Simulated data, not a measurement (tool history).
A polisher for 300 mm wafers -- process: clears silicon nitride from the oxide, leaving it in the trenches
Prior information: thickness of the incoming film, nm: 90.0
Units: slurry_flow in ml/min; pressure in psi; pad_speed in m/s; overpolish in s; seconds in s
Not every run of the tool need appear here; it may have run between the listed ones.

run	day	slurry_flow	pressure	pad_speed	overpolish	seconds
1	0.000	305	2.2	1.20	4	124.750
2	0.021	305	2.6	1.22	4	107.450
3	0.208	305	2.9	1.26	4	98.242
4	0.342	305	2.9	1.26	3	98.328
5	0.508	305	3.1	1.32	3	90.195
6	0.875	305	3.1	1.14	3	103.150
7	1.000	305	3.2	1.24	3	94.162
8	1.225	305	3.3	1.32	3	86.166
9	1.533	305	3.4	1.38	3	80.017

Estimate the outcome of run 10 from the log above:
10	1.850	305	3.4	1.42	3	?

{"run 10": {"seconds": 76.875}}
